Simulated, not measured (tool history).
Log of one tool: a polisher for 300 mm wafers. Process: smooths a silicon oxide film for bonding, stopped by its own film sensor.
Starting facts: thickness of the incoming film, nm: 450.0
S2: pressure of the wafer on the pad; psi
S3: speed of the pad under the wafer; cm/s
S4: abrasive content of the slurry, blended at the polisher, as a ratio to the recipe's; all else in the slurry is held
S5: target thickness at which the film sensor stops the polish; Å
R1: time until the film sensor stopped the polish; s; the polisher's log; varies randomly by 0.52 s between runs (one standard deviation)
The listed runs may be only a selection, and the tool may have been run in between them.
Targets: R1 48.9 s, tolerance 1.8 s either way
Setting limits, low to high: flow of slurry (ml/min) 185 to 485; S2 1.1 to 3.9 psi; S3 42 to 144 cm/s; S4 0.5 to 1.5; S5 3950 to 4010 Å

Run 1, day 0: flow of slurry (ml/min) 310, S2 2.5 psi, S3 92 cm/s, S4 1, S5 3950 Å. Result: R1 85.119 s.
Run 2, day 0.083: flow of slurry (ml/min) 310, S2 2.8 psi, S3 92 cm/s, S4 1, S5 3950 Å. Result: R1 76.696 s.
Run 3, day 0.333: flow of slurry (ml/min) 280, S2 2.8 psi, S3 92 cm/s, S4 1, S5 3950 Å. Result: R1 78.207 s.
Run 4, day 0.396: flow of slurry (ml/min) 280, S2 2.8 psi, S3 92 cm/s, S4 1, S5 4010 Å. Result: R1 70.325 s.
Run 5, day 0.479: flow of slurry (ml/min) 280, S2 2.8 psi, S3 92 cm/s, S4 1, S5 3950 Å. Result: R1 76.649 s.
Run 6, day 0.654: flow of slurry (ml/min) 280, S2 2.8 psi, S3 72 cm/s, S4 1, S5 3950 Å. Result: R1 89.936 s.
Run 7, day 1.017: flow of slurry (ml/min) 280, S2 3.1 psi, S3 78 cm/s, S4 1, S5 3950 Å. Result: R1 76.491 s.
Run 8, day 1.15: flow of slurry (ml/min) 280, S2 3.3 psi, S3 82 cm/s, S4 1, S5 3950 Å. Result: R1 70.556 s.
Run 9, day 1.454: flow of slurry (ml/min) 280, S2 3.4 psi, S3 88 cm/s, S4 1, S5 3950 Å. Result: R1 65.607 s.
Run 10, day 1.496: flow of slurry (ml/min) 280, S2 3.5 psi, S3 92 cm/s, S4 1, S5 3950 Å. Result: R1 62.981 s.
Run 11, day 1.812: flow of slurry (ml/min) 280, S2 3.6 psi, S3 96 cm/s, S4 1, S5 3950 Å. Result: R1 59.298 s.
Run 12, day 1.979: flow of slurry (ml/min) 280, S2 3.7 psi, S3 100 cm/s, S4 1, S5 3950 Å. Result: R1 56.193 s.
Run 13, day 2.05: flow of slurry (ml/min) 280, S2 3.7 psi, S3 102 cm/s, S4 1, S5 3950 Å. Result: R1 56.211 s.
Run 14, day 2.417: flow of slurry (ml/min) 280, S2 3.7 psi, S3 106 cm/s, S4 1, S5 3950 Å. Result: R1 56.134 s.
Run 15, day 2.554: flow of slurry (ml/min) 280, S2 3.8 psi, S3 110 cm/s, S4 1, S5 3950 Å. Result: R1 52.736 s.
Run 16, day 2.8: flow of slurry (ml/min) 280, S2 3.8 psi, S3 112 cm/s, S4 1, S5 3950 Å. Result: R1 52.452 s.
Run 17, day 3.025: flow of slurry (ml/min) 280, S2 3.8 psi, S3 114 cm/s, S4 1, S5 3950 Å. Result: R1 51.948 s.

Consider the 4 candidate settings below. Which is the only one whose results all fall within their allowed miss of target?
Run A, day 3.25: flow of slurry (ml/min) 290, S2 3.6 psi, S3 120 cm/s, S4 0.95, S5 3950 Å. Result: R1 ?.
Run B, day 3.25: flow of slurry (ml/min) 290, S2 3.8 psi, S3 122 cm/s, S4 0.85, S5 3970 Å. Result: R1 ?.
Run C, day 3.25: flow of slurry (ml/min) 200, S2 3.9 psi, S3 112 cm/s, S4 1.05, S5 3960 Å. Result: R1 ?.
Run D, day 3.25: flow of slurry (ml/min) 320, S2 3.7 psi, S3 100 cm/s, S4 0.95, S5 4010 Å. Result: R1 ?.

move      R1
   A  53.321
   B  51.888
   C  49.425
   D  51.483
A: moves away from the targets compared with the last run
B: roughly where the last run was
C: meets every target
D: gains on the last run, yet a result remains outside its allowed miss
Go with C: it meets all targets.
